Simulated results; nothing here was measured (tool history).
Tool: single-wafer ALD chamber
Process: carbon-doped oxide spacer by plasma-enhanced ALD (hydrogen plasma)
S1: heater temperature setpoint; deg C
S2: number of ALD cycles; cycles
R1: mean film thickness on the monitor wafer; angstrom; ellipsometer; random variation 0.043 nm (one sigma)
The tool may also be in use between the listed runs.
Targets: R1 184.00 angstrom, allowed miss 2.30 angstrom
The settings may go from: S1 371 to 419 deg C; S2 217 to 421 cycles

Run 1, hour 0.0: S1 395 deg C, S2 319 cycles. Result: R1 158.06 angstrom.
Run 2, hour 8.3: S1 395 deg C, S2 277 cycles. Result: R1 137.81 angstrom.
Run 3, hour 12.5: S1 404 deg C, S2 277 cycles. Result: R1 134.98 angstrom.
Run 4, hour 13.7: S1 404 deg C, S2 308 cycles. Result: R1 151.11 angstrom.
Run 5, hour 16.0: S1 404 deg C, S2 274 cycles. Result: R1 133.60 angstrom.
Run 6, hour 24.6: S1 404 deg C, S2 303 cycles. Result: R1 147.62 angstrom.
Run 7, hour 28.0: S1 404 deg C, S2 354 cycles. Result: R1 173.13 angstrom.
Run 8, hour 28.9: S1 401 deg C, S2 357 cycles. Result: R1 176.41 angstrom.
Run 9, hour 33.0: S1 399 deg C, S2 359 cycles. Result: R1 178.29 angstrom.
Run 10, hour 41.8: S1 399 deg C, S2 359 cycles. Result: R1 179.26 angstrom.
Run 11, hour 44.0: S1 397 deg C, S2 360 cycles. Result: R1 178.24 angstrom.
Run 12, hour 44.8: S1 397 deg C, S2 363 cycles. Result: R1 180.49 angstrom.
Run 13, hour 52.3: S1 396 deg C, S2 364 cycles. Result: R1 181.10 angstrom.
Run 14, hour 54.7: S1 396 deg C, S2 365 cycles. Result: R1 181.39 angstrom.

5 next moves are on the table. One of them brings every result within its allowed miss. Which?
Run A, hour 57.1: S1 395 deg C, S2 360 cycles. Result: R1 ?.
Run B, hour 57.1: S1 397 deg C, S2 372 cycles. Result: R1 ?.
Run C, hour 57.1: S1 391 deg C, S2 359 cycles. Result: R1 ?.
Run D, hour 57.1: S1 395 deg C, S2 357 cycles. Result: R1 ?.
Run E, hour 57.1: S1 394 deg C, S2 362 cycles. Result: R1 ?.

move      R1
   A  178.95
   B  184.91
   C  178.45
   D  177.46
   E  179.94
A: further off than the last run
B: meets every target
C: further off than the last run
D: further off than the last run
E: further off than the last run
Answer: B
